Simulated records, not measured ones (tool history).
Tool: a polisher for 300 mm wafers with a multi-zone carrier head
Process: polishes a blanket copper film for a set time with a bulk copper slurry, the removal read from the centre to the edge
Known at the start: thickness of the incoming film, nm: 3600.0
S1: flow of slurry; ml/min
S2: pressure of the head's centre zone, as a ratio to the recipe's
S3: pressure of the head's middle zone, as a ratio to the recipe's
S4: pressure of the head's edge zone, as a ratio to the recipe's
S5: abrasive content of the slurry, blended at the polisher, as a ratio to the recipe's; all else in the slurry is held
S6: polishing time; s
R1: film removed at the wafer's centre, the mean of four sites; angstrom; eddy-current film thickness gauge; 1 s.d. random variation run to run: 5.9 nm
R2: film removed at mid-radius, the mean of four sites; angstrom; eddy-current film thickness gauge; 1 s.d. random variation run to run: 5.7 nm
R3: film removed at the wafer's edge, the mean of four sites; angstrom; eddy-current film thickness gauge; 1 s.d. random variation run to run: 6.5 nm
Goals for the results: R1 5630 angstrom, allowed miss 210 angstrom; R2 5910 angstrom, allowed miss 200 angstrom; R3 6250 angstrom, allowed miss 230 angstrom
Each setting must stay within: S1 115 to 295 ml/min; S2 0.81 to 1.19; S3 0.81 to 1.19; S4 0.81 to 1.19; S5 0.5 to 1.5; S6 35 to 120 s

| run | hour | S1 | S2 | S3 | S4 | S5 | S6 | R1 | R2 | R3 |
|---|---|---|---|---|---|---|---|---|---|---|
| 1 | 0 | 190 | 1 | 1 | 1 | 1 | 77 | 8085.7 | 8396.4 | 8214 |
| 2 | 3.5 | 185 | 0.98 | 0.97 | 0.98 | 0.9 | 76 | 7612 | 7804.5 | 7785.1 |
| 3 | 9.9 | 180 | 0.95 | 0.95 | 0.96 | 0.8 | 75 | 6974.8 | 7204.6 | 7365 |
| 4 | 16.2 | 180 | 0.95 | 0.99 | 0.96 | 0.8 | 75 | 7037.2 | 7495.4 | 7245.7 |
| 5 | 18.2 | 175 | 0.93 | 0.97 | 0.94 | 0.75 | 75 | 6727.5 | 7364.7 | 7110.8 |
| 6 | 22.3 | 170 | 0.92 | 0.95 | 0.93 | 0.7 | 75 | 6684.5 | 7068 | 7051.6 |
| 7 | 22.9 | 165 | 0.91 | 0.94 | 0.92 | 0.65 | 74 | 6339.8 | 6844.1 | 6798.9 |
| 8 | 30.6 | 160 | 0.9 | 0.92 | 0.91 | 0.6 | 74 | 6124.6 | 6609.2 | 6635.8 |
| 9 | 39.1 | 155 | 0.9 | 0.91 | 0.9 | 0.6 | 74 | 6169.7 | 6475.1 | 6699.8 |

Consider the 5 candidate settings below. Which is the only one whose results all fall within their allowed miss of target?
| A | 47.6 | 155 | 0.89 | 1.08 | 0.84 | 0.65 | 72 | ? | ? | ? |
| B | 47.6 | 115 | 0.93 | 0.81 | 0.84 | 0.6 | 81 | ? | ? | ? |
| C | 47.6 | 200 | 0.86 | 0.86 | 0.87 | 0.5 | 71 | ? | ? | ? |
| D | 47.6 | 165 | 0.82 | 0.87 | 0.94 | 0.55 | 69 | ? | ? | ? |
| E | 47.6 | 140 | 0.97 | 0.92 | 1.09 | 0.6 | 71 | ? | ? | ? |

| move | R1 | R2 | R3 |
|---|---|---|---|
| A | 6098 | 7409.7 | 6343 |
| B | 6775.9 | 6234.7 | 6880.2 |
| C | 5718.9 | 5931.1 | 6215.4 |
| D | 5258.7 | 5792.2 | 6263 |
| E | 6371.7 | 6212.4 | 6929.8 |
A: its largest miss is bigger than the last run's
B: its largest miss is bigger than the last run's
C: hits every target within its allowed miss
D: puts the biggest miss on target and leaves a different result outside tolerance
E: its largest miss is bigger than the last run's
Answer: C
